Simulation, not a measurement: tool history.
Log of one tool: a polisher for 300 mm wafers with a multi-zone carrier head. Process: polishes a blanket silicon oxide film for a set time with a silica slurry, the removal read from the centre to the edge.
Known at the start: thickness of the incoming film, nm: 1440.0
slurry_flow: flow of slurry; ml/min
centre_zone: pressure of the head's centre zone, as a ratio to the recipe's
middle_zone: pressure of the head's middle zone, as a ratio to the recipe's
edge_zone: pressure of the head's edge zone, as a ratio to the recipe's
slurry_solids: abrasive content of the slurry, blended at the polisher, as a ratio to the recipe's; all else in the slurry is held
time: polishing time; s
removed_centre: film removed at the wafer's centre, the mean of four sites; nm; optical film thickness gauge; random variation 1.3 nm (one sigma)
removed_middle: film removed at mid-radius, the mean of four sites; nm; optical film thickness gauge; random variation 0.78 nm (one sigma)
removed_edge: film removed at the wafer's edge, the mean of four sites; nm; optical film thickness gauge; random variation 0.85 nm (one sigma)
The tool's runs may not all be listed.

| run | hour | slurry_flow | centre_zone | middle_zone | edge_zone | slurry_solids | time | removed_centre | removed_middle | removed_edge |
|---|---|---|---|---|---|---|---|---|---|---|
| 1 | 0.0 | 220 | 1.00 | 1.00 | 1.00 | 1.0 | 52 | 100.76 | 99.269 | 102.01 |
| 2 | 7.8 | 240 | 1.03 | 1.04 | 1.00 | 1.0 | 52 | 104.11 | 103.840 | 101.86 |
| 3 | 15.2 | 195 | 1.03 | 1.04 | 1.00 | 1.0 | 52 | 102.53 | 98.473 | 102.12 |
| 4 | 24.2 | 195 | 1.03 | 1.04 | 1.00 | 1.0 | 61 | 116.85 | 116.080 | 118.97 |
| 5 | 28.3 | 195 | 1.03 | 1.04 | 1.00 | 1.0 | 68 | 130.79 | 131.140 | 133.31 |
| 6 | 30.7 | 195 | 1.03 | 1.10 | 1.00 | 1.0 | 68 | 129.93 | 135.730 | 132.31 |
| 7 | 38.0 | 195 | 1.05 | 1.10 | 0.96 | 0.9 | 68 | 128.46 | 131.350 | 124.74 |

Run 8 comes next. What will it give?
| 8 | 46.4 | 195 | 1.05 | 1.10 | 0.96 | 0.9 | 68 | ? | ? | ? |

removed_centre: 131.12 nm
removed_middle: 131.800 nm
removed_edge: 125.51 nm
